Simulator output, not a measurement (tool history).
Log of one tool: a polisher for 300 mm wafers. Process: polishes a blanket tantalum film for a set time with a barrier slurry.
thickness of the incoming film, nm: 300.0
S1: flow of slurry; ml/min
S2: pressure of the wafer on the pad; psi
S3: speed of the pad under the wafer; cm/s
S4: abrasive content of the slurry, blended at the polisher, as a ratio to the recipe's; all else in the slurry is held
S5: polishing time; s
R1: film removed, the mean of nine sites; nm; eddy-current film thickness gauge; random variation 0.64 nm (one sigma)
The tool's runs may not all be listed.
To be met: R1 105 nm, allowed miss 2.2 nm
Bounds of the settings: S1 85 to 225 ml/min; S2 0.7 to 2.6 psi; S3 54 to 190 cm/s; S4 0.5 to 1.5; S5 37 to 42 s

run,day,S1,S2,S3,S4,S5,R1
1,0,145,1.6,122,1,42,69.645
2,0.067,145,1.6,108,1,42,64.664
3,0.133,145,1.6,108,1,37,56.425
4,0.217,160,1.6,108,1,37,57.576
5,0.5,160,1.9,108,1,37,67.539
6,0.671,160,1.5,108,1,37,53.523
7,0.854,160,1.9,108,1,37,68.158
8,0.908,200,2.4,108,1,37,87.463
9,1.208,200,2.5,112,1,37,93.381
10,1.429,200,2.5,114,1,37,93.926
11,1.742,220,2.6,118,1,37,101.35

Which of these 4 next moves meets every target?
A,2.054,225,2.6,110,1,38,?
B,2.054,180,2.6,110,1.05,39,?
C,2.054,225,2.6,116,0.95,37,?
D,2.054,215,2.6,116,1,39,?

move,R1
A,100.39
B,101.83
C,99.455
D,105.95
A: further off than the last run
B: nearer than the last run, and not there yet
C: further off than the last run
D: meets every target
Answer: D
